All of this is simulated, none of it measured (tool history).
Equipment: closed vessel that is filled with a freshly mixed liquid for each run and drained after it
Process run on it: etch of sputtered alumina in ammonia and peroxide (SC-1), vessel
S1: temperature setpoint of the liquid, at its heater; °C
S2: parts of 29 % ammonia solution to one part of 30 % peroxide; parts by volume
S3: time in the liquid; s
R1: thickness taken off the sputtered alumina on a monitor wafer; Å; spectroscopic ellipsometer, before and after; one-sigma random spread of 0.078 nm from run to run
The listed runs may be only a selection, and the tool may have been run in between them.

run,hour,S1,S2,S3,R1
1,0.0,48.0,0.40,185,140.47
2,1.9,48.0,0.40,185,139.69
3,3.6,48.0,0.25,185,136.80
4,6.8,47.0,0.25,185,128.29
5,10.5,46.0,0.25,185,122.96
6,17.5,49.0,0.25,185,139.51
7,18.2,47.5,0.25,185,131.49
8,24.4,46.5,0.25,185,121.80
9,26.9,45.5,0.25,185,116.50
10,31.3,45.0,0.25,185,111.91
11,36.9,44.5,0.25,185,111.42

The next listed run, before its measurement:
12,43.2,44.0,0.25,185,?

Run 12 measured R1 107.23 Å.
